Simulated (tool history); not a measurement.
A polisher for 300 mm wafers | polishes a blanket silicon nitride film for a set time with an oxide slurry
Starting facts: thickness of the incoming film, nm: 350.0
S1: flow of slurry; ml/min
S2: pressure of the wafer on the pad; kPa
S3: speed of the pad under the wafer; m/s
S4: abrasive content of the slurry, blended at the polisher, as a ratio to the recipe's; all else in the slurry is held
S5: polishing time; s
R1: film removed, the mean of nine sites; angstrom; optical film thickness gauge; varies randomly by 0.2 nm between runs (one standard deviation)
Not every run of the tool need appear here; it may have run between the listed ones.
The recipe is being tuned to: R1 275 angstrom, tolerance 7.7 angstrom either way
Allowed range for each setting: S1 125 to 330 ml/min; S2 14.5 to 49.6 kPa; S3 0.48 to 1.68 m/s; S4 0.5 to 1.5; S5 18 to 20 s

run  hour   S1    S2    S3  S4  S5      R1
  1     0  210  31.7  1.08   1  20  196.85
  2   2.9  210    29  1.08   1  20  181.83
  3   9.6  210  35.2  1.08   1  20  214.81
  4  12.3  210  32.4  1.08   1  20  202.42
  5  15.9  210  32.4  1.08   1  18  181.29
  6  18.1  220  37.2  1.08   1  18  209.06
  7  22.7  220  40.7  1.08   1  18  225.61
  8  27.5  220  43.4  1.08   1  18  243.97
  9  30.3  220  44.8  1.08   1  18  250.24
 10  39.3  220  46.2  1.08   1  18  256.63
 11  44.2  225  46.9  1.08   1  18  262.54

Exercise: of the 5 proposed moves below, exactly one satisfies all targets within the stated allowed misses. Which move is it?
  A  49.1  185  42.1  1.04  1.25  20   ?
  B  49.1  200  49.6  0.78   1.1  20   ?
  C  49.1  240  44.8  0.94     1  20   ?
  D  49.1  235  43.4  1.06  1.25  18   ?
  E  49.1  245  44.8   1.1  1.05  20   ?

move      R1
   A  271.45
   B   244.9
   C   250.8
   D  262.59
   E  289.97
A: every result lands within tolerance
B: further off than the last run
C: further off than the last run
D: neither nearer nor further off than the last run
E: takes the biggest miss from the last run beyond its target
Go with A: it meets all targets.
